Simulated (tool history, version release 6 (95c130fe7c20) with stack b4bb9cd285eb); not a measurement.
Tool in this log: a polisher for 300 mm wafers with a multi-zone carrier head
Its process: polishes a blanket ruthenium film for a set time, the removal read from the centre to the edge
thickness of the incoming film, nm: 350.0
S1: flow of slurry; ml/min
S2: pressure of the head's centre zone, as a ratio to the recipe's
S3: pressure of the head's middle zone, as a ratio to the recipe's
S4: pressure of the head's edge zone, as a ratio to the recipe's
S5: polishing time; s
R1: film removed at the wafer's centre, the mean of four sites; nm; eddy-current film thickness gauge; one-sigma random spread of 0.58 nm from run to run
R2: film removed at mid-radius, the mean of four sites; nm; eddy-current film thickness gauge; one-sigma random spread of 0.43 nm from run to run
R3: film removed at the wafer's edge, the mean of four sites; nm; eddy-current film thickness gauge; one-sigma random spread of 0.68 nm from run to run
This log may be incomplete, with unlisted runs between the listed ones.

Run 1, hour 0: S1 160 ml/min, S2 1, S3 1, S4 1, S5 73 s. Result: R1 78.57 nm, R2 79.16 nm, R3 78.191 nm.
Run 2, hour 6: S1 150 ml/min, S2 1.01, S3 0.98, S4 0.97, S5 73 s. Result: R1 79.457 nm, R2 76.734 nm, R3 76.062 nm.
Run 3, hour 12.8: S1 145 ml/min, S2 1.01, S3 0.97, S4 0.95, S5 73 s. Result: R1 78.236 nm, R2 75.66 nm, R3 75.286 nm.
Run 4, hour 20.3: S1 145 ml/min, S2 1.01, S3 1.01, S4 0.95, S5 73 s. Result: R1 78.158 nm, R2 77.833 nm, R3 74.927 nm.
Run 5, hour 24: S1 140 ml/min, S2 1.01, S3 0.99, S4 0.93, S5 73 s. Result: R1 79.106 nm, R2 76.09 nm, R3 75.242 nm.
Run 6, hour 31.1: S1 140 ml/min, S2 1.01, S3 0.98, S4 0.92, S5 72 s. Result: R1 76.8 nm, R2 73.614 nm, R3 73.749 nm.
Run 7, hour 34.5: S1 135 ml/min, S2 1.02, S3 0.98, S4 0.91, S5 71 s. Result: R1 75.746 nm, R2 73.398 nm, R3 71.962 nm.

Predict the results of run 8:
Run 8, hour 43.2: S1 130 ml/min, S2 1.03, S3 0.97, S4 0.9, S5 71 s. Result: R1 ?, R2 ?, R3 ?.

{"run 8": {"R1": 75.852, "R2": 71.54, "R3": 69.88}}
